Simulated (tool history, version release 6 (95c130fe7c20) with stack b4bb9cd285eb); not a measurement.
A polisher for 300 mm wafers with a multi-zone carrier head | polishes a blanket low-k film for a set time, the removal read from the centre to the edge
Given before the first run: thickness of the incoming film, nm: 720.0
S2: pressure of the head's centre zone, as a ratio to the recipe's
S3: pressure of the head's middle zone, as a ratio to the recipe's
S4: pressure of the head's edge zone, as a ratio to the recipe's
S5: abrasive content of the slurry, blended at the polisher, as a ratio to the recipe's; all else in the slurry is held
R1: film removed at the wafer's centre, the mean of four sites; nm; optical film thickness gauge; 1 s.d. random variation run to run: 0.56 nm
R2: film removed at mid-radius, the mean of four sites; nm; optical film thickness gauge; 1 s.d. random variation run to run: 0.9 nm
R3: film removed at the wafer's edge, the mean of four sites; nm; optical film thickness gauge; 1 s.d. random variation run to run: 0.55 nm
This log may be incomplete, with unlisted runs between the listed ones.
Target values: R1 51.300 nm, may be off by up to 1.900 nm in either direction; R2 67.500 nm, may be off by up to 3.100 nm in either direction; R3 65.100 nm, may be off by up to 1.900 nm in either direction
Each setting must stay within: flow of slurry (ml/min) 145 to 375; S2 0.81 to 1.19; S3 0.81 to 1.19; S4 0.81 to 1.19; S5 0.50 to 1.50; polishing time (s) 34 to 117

{"run": 1, "day": 0.0, "flow of slurry (ml/min)": 240, "S2": 1.0, "S3": 1.0, "S4": 1.0, "S5": 1.0, "polishing time (s)": 75, "R1": 43.197, "R2": 44.711, "R3": 44.765}
{"run": 2, "day": 0.25, "flow of slurry (ml/min)": 240, "S2": 0.98, "S3": 1.02, "S4": 1.03, "S5": 1.1, "polishing time (s)": 76, "R1": 45.525, "R2": 48.504, "R3": 49.521}
{"run": 3, "day": 0.421, "flow of slurry (ml/min)": 240, "S2": 0.98, "S3": 0.97, "S4": 1.03, "S5": 1.1, "polishing time (s)": 76, "R1": 46.334, "R2": 46.176, "R3": 49.764}
{"run": 4, "day": 0.758, "flow of slurry (ml/min)": 245, "S2": 0.97, "S3": 1.01, "S4": 1.05, "S5": 1.15, "polishing time (s)": 76, "R1": 47.276, "R2": 48.935, "R3": 51.329}
{"run": 5, "day": 1.029, "flow of slurry (ml/min)": 245, "S2": 0.97, "S3": 1.01, "S4": 1.05, "S5": 1.25, "polishing time (s)": 76, "R1": 49.747, "R2": 51.317, "R3": 53.257}
{"run": 6, "day": 1.317, "flow of slurry (ml/min)": 245, "S2": 0.97, "S3": 0.97, "S4": 1.05, "S5": 1.25, "polishing time (s)": 76, "R1": 49.838, "R2": 50.236, "R3": 53.032}
{"run": 7, "day": 1.379, "flow of slurry (ml/min)": 285, "S2": 0.87, "S3": 1.07, "S4": 1.14, "S5": 1.5, "polishing time (s)": 78, "R1": 50.283, "R2": 60.428, "R3": 63.673}
{"run": 8, "day": 1.4, "flow of slurry (ml/min)": 290, "S2": 0.87, "S3": 1.09, "S4": 1.14, "S5": 1.5, "polishing time (s)": 78, "R1": 50.066, "R2": 61.966, "R3": 63.551}
{"run": 9, "day": 1.704, "flow of slurry (ml/min)": 295, "S2": 0.87, "S3": 1.1, "S4": 1.14, "S5": 1.5, "polishing time (s)": 78, "R1": 51.305, "R2": 62.166, "R3": 62.371}
{"run": 10, "day": 2.029, "flow of slurry (ml/min)": 295, "S2": 0.86, "S3": 1.11, "S4": 1.14, "S5": 1.5, "polishing time (s)": 79, "R1": 49.673, "R2": 64.711, "R3": 63.173}

Which one of the following 4 next-run settings gets every result inside its allowed miss? There is exactly one.
{"run": "A", "day": 2.354, "flow of slurry (ml/min)": 300, "S2": 0.92, "S3": 1.07, "S4": 1.16, "S5": 1.5, "polishing time (s)": 77, "R1": "?", "R2": "?", "R3": "?"}
{"run": "B", "day": 2.354, "flow of slurry (ml/min)": 340, "S2": 0.87, "S3": 1.19, "S4": 1.03, "S5": 1.5, "polishing time (s)": 89, "R1": "?", "R2": "?", "R3": "?"}
{"run": "C", "day": 2.354, "flow of slurry (ml/min)": 305, "S2": 0.85, "S3": 1.15, "S4": 1.13, "S5": 1.5, "polishing time (s)": 81, "R1": "?", "R2": "?", "R3": "?"}
{"run": "D", "day": 2.354, "flow of slurry (ml/min)": 295, "S2": 0.81, "S3": 1.07, "S4": 1.19, "S5": 1.5, "polishing time (s)": 86, "R1": "?", "R2": "?", "R3": "?"}

move=A R1=52.124 R2=61.004 R3=62.543
move=B R1=57.747 R2=77.565 R3=69.312
move=C R1=50.744 R2=68.016 R3=65.076
move=D R1=51.099 R2=68.054 R3=70.542
A: the biggest miss grows against the last run
B: moves the result that the last run missed by most past its target, out the other side
C: hits every target within its allowed miss
D: moves the result that the last run missed by most past its target, out the other side
Go with C: it meets all targets.
